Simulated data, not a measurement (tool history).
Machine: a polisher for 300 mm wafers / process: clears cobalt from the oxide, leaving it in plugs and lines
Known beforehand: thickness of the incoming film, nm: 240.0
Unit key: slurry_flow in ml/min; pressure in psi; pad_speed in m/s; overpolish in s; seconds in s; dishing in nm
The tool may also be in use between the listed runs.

run    day  slurry_flow  pressure  pad_speed  overpolish  seconds  dishing
  1      0          305       1.7       1.18          22   47.258   44.703
  2  0.067          305       1.3       1.18          22   61.067   41.323
  3  0.267          305       1.5       1.22          17   50.687   41.282
  4  0.638          310       1.6       1.24          14   48.623    38.05
  5  0.821          310       1.2       1.24          14   60.412   34.682
  6  1.058          360       1.3       1.34          12   52.914   34.861

Run 7, settings as shown, results not yet in. Your forecast:
  7  1.246          360       1.3       1.34          12        ?        ?

seconds: 53.538 s
dishing: 32.729 nm
